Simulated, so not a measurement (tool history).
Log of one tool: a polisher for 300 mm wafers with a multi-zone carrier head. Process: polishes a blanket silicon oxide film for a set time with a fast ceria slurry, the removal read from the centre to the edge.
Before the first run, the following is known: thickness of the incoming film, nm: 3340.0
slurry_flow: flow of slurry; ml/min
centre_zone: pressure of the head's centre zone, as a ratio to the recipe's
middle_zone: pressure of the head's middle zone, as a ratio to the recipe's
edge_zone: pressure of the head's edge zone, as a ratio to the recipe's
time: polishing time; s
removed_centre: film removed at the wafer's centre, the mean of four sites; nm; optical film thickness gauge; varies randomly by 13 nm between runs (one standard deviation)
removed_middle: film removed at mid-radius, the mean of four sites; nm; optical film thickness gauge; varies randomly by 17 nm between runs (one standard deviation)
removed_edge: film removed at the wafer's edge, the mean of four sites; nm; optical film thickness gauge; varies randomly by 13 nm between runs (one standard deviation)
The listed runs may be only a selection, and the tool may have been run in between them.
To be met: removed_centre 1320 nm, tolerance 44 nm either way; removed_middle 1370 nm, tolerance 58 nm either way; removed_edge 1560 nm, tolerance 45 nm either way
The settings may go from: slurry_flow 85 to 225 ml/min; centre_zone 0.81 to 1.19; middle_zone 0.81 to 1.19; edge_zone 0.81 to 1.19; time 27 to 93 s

run	day	slurry_flow	centre_zone	middle_zone	edge_zone	time	removed_centre	removed_middle	removed_edge
1	0	145	1	1	1	59	1280.3	1331.1	1275.1
2	0.175	145	0.93	1	1	59	1209.3	1270.5	1284.5
3	0.317	170	0.93	1	1	59	1259.7	1381.5	1307.7
4	0.433	170	1	1	1	59	1343.1	1364.5	1308.9
5	0.725	170	0.92	1	1	59	1222.9	1323.8	1310.2
6	0.796	180	0.92	0.98	1.06	60	1279.2	1349.4	1379.9
7	1.054	185	0.9	0.97	1.1	61	1277.7	1376.8	1437
8	1.096	185	0.9	0.97	1.1	61	1281.7	1379.2	1417.5
9	1.429	185	0.89	0.95	1.13	62	1294.7	1363	1470.1
10	1.525	185	0.88	0.94	1.15	63	1281.3	1403.1	1483.1

Which single option among these 4 for the next run brings every result within its allowed miss of target? Just one does.
A	1.621	210	0.86	0.91	1.16	63	?	?	?
B	1.621	215	0.95	1.01	0.98	60	?	?	?
C	1.621	165	0.92	1.03	1.05	61	?	?	?
D	1.621	170	0.89	0.98	1.11	60	?	?	?

move	removed_centre	removed_middle	removed_edge
A	1320.8	1387.2	1546
B	1361.4	1446.5	1355.3
C	1287.8	1432.3	1379.9
D	1242.8	1358.3	1402.2
A: in spec on every target
B: misses by more than the last run did
C: misses by more than the last run did
D: misses by more than the last run did
A is the move that brings every result within its allowed miss.
